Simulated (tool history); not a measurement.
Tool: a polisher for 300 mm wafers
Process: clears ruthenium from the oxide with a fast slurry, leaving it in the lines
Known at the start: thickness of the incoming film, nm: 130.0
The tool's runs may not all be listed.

run,hour,flow of slurry (ml/min),pressure of the wafer on the pad (kPa),speed of the pad under the wafer (cm/s),abrasive content of the slurry,overpolish time after the end point (s),time until the end point was called (s),dishing of a wide line in a test structure (angstrom)
1,0,170,19.3,80,1,18,41.819,421.92
2,5,170,18.6,80,1,17,43.296,377.96
3,10.9,170,17.9,80,1,16,44.68,354.97
4,12.1,170,17.2,80,1,15,46.142,307.19
5,16.3,210,17.2,80,1,15,45.526,320.06
6,21.8,210,17.2,80,1,9,45.176,205.96
7,26.1,210,16.5,80,1,10,46.415,207.67

Forecast run 8:
8,28.5,210,15.9,80,1,11,?,?

Run 8 gave time until the end point was called (s) 48.891, dishing of a wide line in a test structure (angstrom) 224.07.

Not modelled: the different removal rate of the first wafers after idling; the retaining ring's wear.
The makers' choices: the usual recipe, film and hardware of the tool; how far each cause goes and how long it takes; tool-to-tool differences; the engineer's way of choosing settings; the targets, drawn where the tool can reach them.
